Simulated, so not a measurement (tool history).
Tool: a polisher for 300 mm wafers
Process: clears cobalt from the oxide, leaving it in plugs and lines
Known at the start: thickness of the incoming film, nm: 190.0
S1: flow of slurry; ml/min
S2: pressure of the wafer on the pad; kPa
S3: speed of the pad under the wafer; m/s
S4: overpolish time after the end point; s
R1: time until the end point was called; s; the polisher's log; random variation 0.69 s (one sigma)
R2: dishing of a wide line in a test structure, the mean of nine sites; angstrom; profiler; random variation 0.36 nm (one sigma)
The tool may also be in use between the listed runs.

{"run": 1, "hour": 0.0, "S1": 160, "S2": 13.8, "S3": 1.3, "S4": 27, "R1": 23.209, "R2": 457.79}
{"run": 2, "hour": 5.4, "S1": 160, "S2": 17.2, "S3": 1.3, "S4": 27, "R1": 19.355, "R2": 464.12}
{"run": 3, "hour": 10.7, "S1": 160, "S2": 17.2, "S3": 1.46, "S4": 27, "R1": 17.459, "R2": 465.72}
{"run": 4, "hour": 19.7, "S1": 160, "S2": 17.2, "S3": 1.46, "S4": 32, "R1": 17.301, "R2": 472.22}
{"run": 5, "hour": 26.4, "S1": 140, "S2": 13.8, "S3": 1.26, "S4": 25, "R1": 23.603, "R2": 473.59}
{"run": 6, "hour": 29.5, "S1": 140, "S2": 12.4, "S3": 1.26, "S4": 25, "R1": 25.546, "R2": 458.17}
{"run": 7, "hour": 30.2, "S1": 100, "S2": 8.3, "S3": 0.9, "S4": 12, "R1": 47.522, "R2": 268.21}
{"run": 8, "hour": 30.8, "S1": 110, "S2": 7.6, "S3": 0.88, "S4": 17, "R1": 50.355, "R2": 320.87}
{"run": 9, "hour": 31.9, "S1": 110, "S2": 7.6, "S3": 0.88, "S4": 17, "R1": 50.867, "R2": 323.24}
{"run": 10, "hour": 35.5, "S1": 110, "S2": 6.9, "S3": 0.88, "S4": 17, "R1": 54.202, "R2": 313.5}
{"run": 11, "hour": 42.9, "S1": 115, "S2": 6.9, "S3": 0.88, "S4": 17, "R1": 54.598, "R2": 318.27}

Forecast run 12:
{"run": 12, "hour": 44.0, "S1": 120, "S2": 6.9, "S3": 0.88, "S4": 17, "R1": "?", "R2": "?"}

R1: 52.687 s
R2: 311.87 angstrom
